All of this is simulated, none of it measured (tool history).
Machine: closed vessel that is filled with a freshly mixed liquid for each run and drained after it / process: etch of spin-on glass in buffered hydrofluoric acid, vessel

run  hour  temperature setpoint of the liquid (°C)  parts of 40 % ammonium fluoride to one part of 49 % hydrofluoric acid (parts by volume)  time in the liquid (s)  thickness taken off the spin-on glass on a monitor wafer (angstrom)
  1     0                                       24                                                                                       15                     105                                                               2502.3
  2   3.9                                       26                                                                                       15                     105                                                                 2775
  3  11.7                                       26                                                                                       15                     110                                                               2921.9
  4  15.2                                       25                                                                                       15                     110                                                               2768.1
  5  23.9                                       25                                                                                       15                     105                                                               2655.3
  6  31.8                                       25                                                                                     11.5                     105                                                               3398.1
  7  34.1                                       24                                                                                     11.5                     105                                                               3229.2
  8  35.9                                       23                                                                                     11.5                     105                                                               3056.9

Run 9 comes next. What will it give?
  9  43.4                                       19                                                                                     12.5                     105                                                                    ?

{"run 9": {"thickness taken off the spin-on glass on a monitor wafer (angstrom)": 2285.7}}
